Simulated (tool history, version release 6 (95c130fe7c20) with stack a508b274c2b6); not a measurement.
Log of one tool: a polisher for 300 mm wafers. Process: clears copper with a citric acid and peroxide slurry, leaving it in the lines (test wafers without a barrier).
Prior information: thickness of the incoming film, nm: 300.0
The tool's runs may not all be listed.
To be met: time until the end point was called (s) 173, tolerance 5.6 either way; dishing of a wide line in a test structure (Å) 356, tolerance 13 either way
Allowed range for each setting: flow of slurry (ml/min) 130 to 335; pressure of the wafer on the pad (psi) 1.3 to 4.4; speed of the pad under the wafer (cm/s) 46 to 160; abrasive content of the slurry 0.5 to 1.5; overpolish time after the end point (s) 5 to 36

run,hour,flow of slurry (ml/min),pressure of the wafer on the pad (psi),speed of the pad under the wafer (cm/s),abrasive content of the slurry,overpolish time after the end point (s),time until the end point was called (s),dishing of a wide line in a test structure (Å)
1,0,215,2.8,102,1,18,121.56,302.55
2,1.6,215,2.8,102,1,13,122.13,230.62
3,5,205,2.5,102,1,18,135.43,268.82
4,12.9,205,2.1,102,1,18,161.51,232.72
5,18.9,200,2,102,1,21,173.55,253.49
6,19.7,200,2,102,1,23,168.64,279.38
# hour 23: head pressure recalibrated
7,23,195,2,102,1,25,162.1,311.94
8,27.6,195,1.7,100,1,30,192.65,313.58
9,30.8,195,1.8,100,1,30,180.85,321.2
10,38,195,1.8,100,1,31,181.79,338.82

5 candidate next runs follow, results not yet known. Just one meets every target within its allowed miss. Identify it.
A,45.2,235,2.6,62,1.2,31,?,?
B,45.2,215,1.4,120,1.05,32,?,?
C,45.2,215,1.8,102,1.1,31,?,?
D,45.2,175,1.9,106,0.95,26,?,?
E,45.2,235,1.9,96,1.1,29,?,?

move,time until the end point was called (s),dishing of a wide line in a test structure (Å)
A,190.57,332.37
B,189,330.2
C,172.59,353.97
D,166.59,314.48
E,171.71,336.99
A: lands further from the targets than the last run did
B: lands further from the targets than the last run did
C: meets every target
D: carries the result that was furthest off beyond its target, to the other side
E: the furthest-off result lands on target, but another misses its tolerance
Go with C: it meets all targets.

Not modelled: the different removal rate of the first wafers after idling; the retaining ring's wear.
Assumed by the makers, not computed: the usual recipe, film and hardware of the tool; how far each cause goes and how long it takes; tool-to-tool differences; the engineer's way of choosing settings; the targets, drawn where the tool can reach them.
